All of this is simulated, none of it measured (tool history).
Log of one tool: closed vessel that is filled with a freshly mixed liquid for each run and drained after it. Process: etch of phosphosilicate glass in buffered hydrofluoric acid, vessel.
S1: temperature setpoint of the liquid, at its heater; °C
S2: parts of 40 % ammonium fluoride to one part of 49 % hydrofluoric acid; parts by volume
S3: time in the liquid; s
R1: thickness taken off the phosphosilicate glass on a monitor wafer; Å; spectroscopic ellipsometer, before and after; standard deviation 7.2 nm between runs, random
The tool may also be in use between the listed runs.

| run | hour | S1 | S2 | S3 | R1 |
|---|---|---|---|---|---|
| 1 | 0.0 | 20.0 | 17.5 | 105 | 4130.5 |
| 2 | 6.9 | 22.0 | 16.0 | 105 | 4964.1 |
| 3 | 10.2 | 22.0 | 16.0 | 105 | 5007.5 |
| 4 | 15.8 | 23.5 | 14.5 | 105 | 5997.1 |
| 5 | 18.9 | 23.5 | 14.5 | 115 | 6559.9 |
| 6 | 21.3 | 23.5 | 19.0 | 115 | 5053.7 |
| 7 | 24.4 | 24.5 | 17.5 | 115 | 5737.4 |
| 8 | 26.7 | 25.5 | 16.0 | 115 | 6549.5 |

For run 9, what comes out?
| 9 | 32.0 | 26.0 | 15.0 | 115 | ? |

R1: 7322.9 Å
